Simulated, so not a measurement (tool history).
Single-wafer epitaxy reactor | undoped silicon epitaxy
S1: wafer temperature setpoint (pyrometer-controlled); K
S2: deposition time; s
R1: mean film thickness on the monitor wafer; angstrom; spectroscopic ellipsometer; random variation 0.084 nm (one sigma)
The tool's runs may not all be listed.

{"run": 1, "hour": 0.0, "S1": 913.15, "S2": 232, "R1": 300.36}
{"run": 2, "hour": 8.7, "S1": 913.15, "S2": 214, "R1": 276.91}
{"run": 3, "hour": 13.0, "S1": 917.15, "S2": 214, "R1": 304.42}
{"run": 4, "hour": 21.7, "S1": 908.15, "S2": 214, "R1": 246.26}
{"run": 5, "hour": 24.3, "S1": 908.15, "S2": 244, "R1": 282.28}
{"run": 6, "hour": 28.9, "S1": 903.15, "S2": 244, "R1": 250.76}
{"run": 7, "hour": 34.0, "S1": 900.15, "S2": 244, "R1": 233.06}
{"run": 8, "hour": 37.9, "S1": 898.15, "S2": 244, "R1": 222.79}

Run 9 comes next. What will it give?
{"run": 9, "hour": 38.8, "S1": 897.15, "S2": 244, "R1": "?"}

R1: 216.96 angstrom
